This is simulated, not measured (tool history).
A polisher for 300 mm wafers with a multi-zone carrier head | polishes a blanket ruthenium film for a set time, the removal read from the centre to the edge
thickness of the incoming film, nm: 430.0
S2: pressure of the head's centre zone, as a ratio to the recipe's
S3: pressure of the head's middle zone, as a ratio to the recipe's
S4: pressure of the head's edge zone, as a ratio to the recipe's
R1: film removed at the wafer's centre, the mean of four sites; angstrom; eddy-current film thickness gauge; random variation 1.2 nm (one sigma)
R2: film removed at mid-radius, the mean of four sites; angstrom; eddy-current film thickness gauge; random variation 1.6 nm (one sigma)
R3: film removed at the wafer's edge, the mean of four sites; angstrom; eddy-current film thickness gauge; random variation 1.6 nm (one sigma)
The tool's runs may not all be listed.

Run 1, day 0: flow of slurry (ml/min) 155, S2 1, S3 1, S4 1, polishing time (s) 83. Result: R1 1332.4 angstrom, R2 1338.3 angstrom, R3 1352.2 angstrom.
Run 2, day 0.138: flow of slurry (ml/min) 155, S2 1, S3 1.06, S4 1, polishing time (s) 83. Result: R1 1333 angstrom, R2 1395.4 angstrom, R3 1318.1 angstrom.
Run 3, day 0.279: flow of slurry (ml/min) 130, S2 1, S3 1.06, S4 1, polishing time (s) 83. Result: R1 1302.7 angstrom, R2 1360.4 angstrom, R3 1293.7 angstrom.
Run 4, day 0.638: flow of slurry (ml/min) 150, S2 1.05, S3 1.05, S4 1.03, polishing time (s) 85. Result: R1 1430.1 angstrom, R2 1414.9 angstrom, R3 1368.3 angstrom.
Run 5, day 0.846: flow of slurry (ml/min) 125, S2 1.05, S3 1.05, S4 1.03, polishing time (s) 85. Result: R1 1387.8 angstrom, R2 1357.2 angstrom, R3 1321.8 angstrom.
Run 6, day 1.171: flow of slurry (ml/min) 125, S2 1.05, S3 1.11, S4 1.03, polishing time (s) 85. Result: R1 1403.6 angstrom, R2 1434.1 angstrom, R3 1338.7 angstrom.

Run 7 comes next. What will it give?
Run 7, day 1.242: flow of slurry (ml/min) 145, S2 1.09, S3 1.08, S4 1.06, polishing time (s) 87. Result: R1 ?, R2 ?, R3 ?.

Run 7 gave R1 1507 angstrom, R2 1486.6 angstrom, R3 1408.5 angstrom.
